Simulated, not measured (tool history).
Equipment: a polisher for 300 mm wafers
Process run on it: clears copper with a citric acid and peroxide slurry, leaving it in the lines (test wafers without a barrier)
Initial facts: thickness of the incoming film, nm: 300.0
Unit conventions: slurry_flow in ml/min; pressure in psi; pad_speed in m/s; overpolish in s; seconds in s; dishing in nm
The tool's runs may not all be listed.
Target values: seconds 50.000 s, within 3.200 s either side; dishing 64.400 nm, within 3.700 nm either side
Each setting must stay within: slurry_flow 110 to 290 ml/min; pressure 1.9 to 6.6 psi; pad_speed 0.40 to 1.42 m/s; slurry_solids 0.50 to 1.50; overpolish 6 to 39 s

run 1 day=0.000 | slurry_flow=185 pressure=4.2 pad_speed=0.90 slurry_solids=1.00 overpolish=20 | seconds=88.423 dishing=42.928
run 2 day=0.158 | slurry_flow=185 pressure=4.2 pad_speed=0.90 slurry_solids=1.00 overpolish=27 | seconds=88.516 dishing=52.920
run 3 day=0.504 | slurry_flow=185 pressure=4.2 pad_speed=0.90 slurry_solids=0.90 overpolish=27 | seconds=91.117 dishing=51.166
run 4 day=0.750 | slurry_flow=185 pressure=4.5 pad_speed=0.90 slurry_solids=0.90 overpolish=26 | seconds=88.342 dishing=53.031
run 5 day=0.950 | slurry_flow=185 pressure=3.6 pad_speed=0.90 slurry_solids=0.90 overpolish=26 | seconds=100.570 dishing=47.840
run 6 day=1.096 | slurry_flow=185 pressure=3.6 pad_speed=0.90 slurry_solids=0.80 overpolish=26 | seconds=103.980 dishing=46.417
run 7 day=1.233 | slurry_flow=185 pressure=3.9 pad_speed=0.92 slurry_solids=0.80 overpolish=25 | seconds=94.723 dishing=47.027
run 8 day=1.308 | slurry_flow=190 pressure=5.1 pad_speed=0.98 slurry_solids=0.80 overpolish=21 | seconds=75.954 dishing=51.884
run 9 day=1.400 | slurry_flow=190 pressure=5.1 pad_speed=0.98 slurry_solids=0.80 overpolish=21 | seconds=75.091 dishing=52.095
run 10 day=1.475 | slurry_flow=190 pressure=5.3 pad_speed=1.00 slurry_solids=0.80 overpolish=21 | seconds=70.046 dishing=53.278
run 11 day=1.600 | slurry_flow=190 pressure=5.4 pad_speed=1.02 slurry_solids=0.80 overpolish=21 | seconds=67.979 dishing=56.483
run 12 day=1.917 | slurry_flow=190 pressure=5.4 pad_speed=1.02 slurry_solids=0.80 overpolish=21 | seconds=68.132 dishing=55.306
run 13 day=2.188 | slurry_flow=190 pressure=5.5 pad_speed=1.04 slurry_solids=0.80 overpolish=21 | seconds=64.912 dishing=58.009
run 14 day=2.433 | slurry_flow=190 pressure=5.6 pad_speed=1.04 slurry_solids=0.80 overpolish=21 | seconds=65.352 dishing=56.397
run 15 day=2.654 | slurry_flow=190 pressure=5.6 pad_speed=1.04 slurry_solids=0.80 overpolish=21 | seconds=63.580 dishing=58.150
run 16 day=2.679 | slurry_flow=190 pressure=5.7 pad_speed=1.04 slurry_solids=0.80 overpolish=21 | seconds=63.751 dishing=58.003
run 17 day=2.888 | slurry_flow=190 pressure=5.8 pad_speed=1.04 slurry_solids=0.80 overpolish=21 | seconds=63.895 dishing=59.429
-- day=2.929 slurry nozzle cleaned
run 18 day=2.929 | slurry_flow=190 pressure=5.9 pad_speed=1.06 slurry_solids=0.80 overpolish=21 | seconds=58.527 dishing=61.756

5 next moves are on the table. One of them brings every result within its allowed miss. Which?
run A day=2.971 | slurry_flow=180 pressure=6.6 pad_speed=1.04 slurry_solids=1.15 overpolish=19 | seconds=? dishing=?
run B day=2.971 | slurry_flow=110 pressure=6.1 pad_speed=1.04 slurry_solids=0.90 overpolish=28 | seconds=? dishing=?
run C day=2.971 | slurry_flow=220 pressure=5.8 pad_speed=0.96 slurry_solids=0.55 overpolish=24 | seconds=? dishing=?
run D day=2.971 | slurry_flow=290 pressure=4.7 pad_speed=1.02 slurry_solids=1.15 overpolish=27 | seconds=? dishing=?
run E day=2.971 | slurry_flow=200 pressure=5.6 pad_speed=0.96 slurry_solids=0.50 overpolish=22 | seconds=? dishing=?

move=A seconds=50.667 dishing=63.684
move=B seconds=61.862 dishing=71.862
move=C seconds=69.266 dishing=59.788
move=D seconds=64.065 dishing=67.325
move=E seconds=73.437 dishing=53.669
A: every result lands within tolerance
B: further off than the last run
C: further off than the last run
D: further off than the last run
E: further off than the last run
Move A is the one to make.
